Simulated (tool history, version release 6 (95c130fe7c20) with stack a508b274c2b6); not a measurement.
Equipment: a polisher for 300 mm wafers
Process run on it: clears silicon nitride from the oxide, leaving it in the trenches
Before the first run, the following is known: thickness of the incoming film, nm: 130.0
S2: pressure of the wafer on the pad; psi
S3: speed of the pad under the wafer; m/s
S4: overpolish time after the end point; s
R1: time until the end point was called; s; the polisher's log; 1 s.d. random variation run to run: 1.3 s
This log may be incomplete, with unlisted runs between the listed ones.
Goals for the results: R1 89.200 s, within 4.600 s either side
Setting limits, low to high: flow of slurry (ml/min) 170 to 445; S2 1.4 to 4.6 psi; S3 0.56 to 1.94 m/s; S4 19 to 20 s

Run 1, hour 0.0: flow of slurry (ml/min) 285, S2 3.0 psi, S3 1.24 m/s, S4 19 s. Result: R1 115.520 s.
Run 2, hour 4.1: flow of slurry (ml/min) 285, S2 3.0 psi, S3 1.42 m/s, S4 19 s. Result: R1 102.370 s.
Run 3, hour 10.2: flow of slurry (ml/min) 285, S2 2.7 psi, S3 1.42 m/s, S4 19 s. Result: R1 110.510 s.
Run 4, hour 18.2: flow of slurry (ml/min) 310, S2 2.7 psi, S3 1.42 m/s, S4 19 s. Result: R1 107.910 s.
Run 5, hour 22.1: flow of slurry (ml/min) 320, S2 2.9 psi, S3 1.42 m/s, S4 19 s. Result: R1 103.170 s.
Run 6, hour 25.5: flow of slurry (ml/min) 320, S2 3.0 psi, S3 1.42 m/s, S4 19 s. Result: R1 100.650 s.
Run 7, hour 33.6: flow of slurry (ml/min) 320, S2 3.1 psi, S3 1.42 m/s, S4 19 s. Result: R1 96.093 s.
Run 8, hour 37.5: flow of slurry (ml/min) 320, S2 3.2 psi, S3 1.42 m/s, S4 19 s. Result: R1 95.093 s.

Consider the 5 candidate settings below. Which is the only one whose results all fall within their allowed miss of target?
Run A, hour 41.4: flow of slurry (ml/min) 405, S2 3.3 psi, S3 1.30 m/s, S4 19 s. Result: R1 ?.
Run B, hour 41.4: flow of slurry (ml/min) 330, S2 3.6 psi, S3 1.22 m/s, S4 19 s. Result: R1 ?.
Run C, hour 41.4: flow of slurry (ml/min) 345, S2 3.3 psi, S3 1.48 m/s, S4 19 s. Result: R1 ?.
Run D, hour 41.4: flow of slurry (ml/min) 350, S2 3.0 psi, S3 1.30 m/s, S4 20 s. Result: R1 ?.
Run E, hour 41.4: flow of slurry (ml/min) 325, S2 2.6 psi, S3 1.42 m/s, S4 19 s. Result: R1 ?.

move       R1
   A   99.485
   B  100.800
   C   88.773
   D  107.780
   E  110.040
A: its largest miss is bigger than the last run's
B: its largest miss is bigger than the last run's
C: all results land within tolerance of their targets
D: its largest miss is bigger than the last run's
E: its largest miss is bigger than the last run's
So the answer is move C, the one that meets all the targets.
